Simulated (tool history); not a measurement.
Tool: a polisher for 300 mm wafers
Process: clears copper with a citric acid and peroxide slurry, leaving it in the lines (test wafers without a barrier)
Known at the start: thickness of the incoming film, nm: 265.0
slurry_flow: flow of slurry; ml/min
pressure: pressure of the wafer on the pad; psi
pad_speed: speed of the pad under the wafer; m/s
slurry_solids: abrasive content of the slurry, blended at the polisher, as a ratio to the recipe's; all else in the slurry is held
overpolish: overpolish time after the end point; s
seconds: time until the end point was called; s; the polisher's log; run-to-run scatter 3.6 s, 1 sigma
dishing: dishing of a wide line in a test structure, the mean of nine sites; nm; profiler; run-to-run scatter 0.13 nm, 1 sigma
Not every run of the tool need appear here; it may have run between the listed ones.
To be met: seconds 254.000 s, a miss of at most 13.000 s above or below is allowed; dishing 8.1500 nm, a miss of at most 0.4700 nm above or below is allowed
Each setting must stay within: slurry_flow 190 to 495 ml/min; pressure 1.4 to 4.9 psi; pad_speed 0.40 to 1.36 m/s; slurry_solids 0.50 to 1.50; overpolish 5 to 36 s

| run | hour | slurry_flow | pressure | pad_speed | slurry_solids | overpolish | seconds | dishing |
|---|---|---|---|---|---|---|---|---|
| 1 | 0.0 | 320 | 3.1 | 0.88 | 1.00 | 18 | 107.660 | 29.6610 |
| 2 | 6.8 | 320 | 3.1 | 1.00 | 1.00 | 18 | 97.003 | 32.4180 |
| 3 | 8.3 | 310 | 2.7 | 0.80 | 0.95 | 14 | 131.250 | 18.7550 |
| 4 | 15.5 | 305 | 2.3 | 0.70 | 0.95 | 13 | 170.300 | 13.5770 |
| 5 | 18.2 | 305 | 1.7 | 0.70 | 0.95 | 13 | 212.720 | 11.5490 |
| 6 | 20.2 | 305 | 2.4 | 0.70 | 0.95 | 13 | 161.500 | 14.9660 |
| 7 | 27.5 | 305 | 2.1 | 0.66 | 0.95 | 12 | 186.490 | 11.6850 |
| 8 | 28.2 | 305 | 1.9 | 0.64 | 0.95 | 12 | 212.960 | 10.8170 |
| 9 | 33.0 | 305 | 1.9 | 0.64 | 0.95 | 12 | 210.780 | 10.5490 |

Which of these 5 next moves meets every target?
| A | 37.8 | 300 | 2.1 | 0.58 | 0.90 | 11 | ? | ? |
| B | 37.8 | 290 | 1.9 | 0.52 | 0.95 | 11 | ? | ? |
| C | 37.8 | 365 | 2.2 | 0.58 | 0.85 | 11 | ? | ? |
| D | 37.8 | 270 | 1.9 | 0.60 | 1.05 | 11 | ? | ? |
| E | 37.8 | 380 | 1.5 | 0.64 | 0.80 | 23 | ? | ? |

| move | seconds | dishing |
|---|---|---|
| A | 219.590 | 9.3826 |
| B | 258.940 | 8.0042 |
| C | 210.680 | 9.7672 |
| D | 225.610 | 9.1303 |
| E | 258.190 | 15.9570 |
A: moves toward the targets from the last run without getting all of them in spec
B: hits every target within its allowed miss
C: moves toward the targets from the last run without getting all of them in spec
D: moves toward the targets from the last run without getting all of them in spec
E: its largest miss is bigger than the last run's
B is the move that brings every result within its allowed miss.
